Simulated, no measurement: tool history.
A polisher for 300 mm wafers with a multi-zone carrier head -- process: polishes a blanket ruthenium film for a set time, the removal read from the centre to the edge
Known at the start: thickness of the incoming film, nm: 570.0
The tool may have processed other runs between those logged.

run,hour,flow of slurry (ml/min),pressure of the head's centre zone,pressure of the head's middle zone,pressure of the head's edge zone,polishing time (s),film removed at the wafer's centre (angstrom),film removed at mid-radius (angstrom),film removed at the wafer's edge (angstrom)
1,0.0,130,1.00,1.00,1.00,60,554.11,570.39,583.34
2,2.0,110,1.00,1.00,1.00,60,522.49,554.73,562.48
3,10.6,110,1.00,0.97,1.00,60,529.93,540.73,564.14
4,16.2,110,0.92,0.97,1.00,60,478.42,535.55,566.03
5,24.4,110,0.92,0.97,1.05,60,483.27,535.27,573.08
6,26.8,120,0.92,0.99,1.05,60,494.41,566.05,590.86
7,28.2,130,0.92,1.00,1.04,60,507.52,569.66,583.77
8,32.1,130,0.92,1.00,1.04,60,507.80,583.21,595.31
9,36.9,135,0.92,1.01,1.04,60,514.43,582.25,598.90
10,41.3,140,0.92,1.03,1.04,60,519.43,604.38,593.14

What will run 11 give?
11,46.1,140,0.92,1.03,1.04,60,?,?,?

{"run 11": {"film removed at the wafer's centre (angstrom)": 513.74, "film removed at mid-radius (angstrom)": 602.37, "film removed at the wafer's edge (angstrom)": 593.6}}
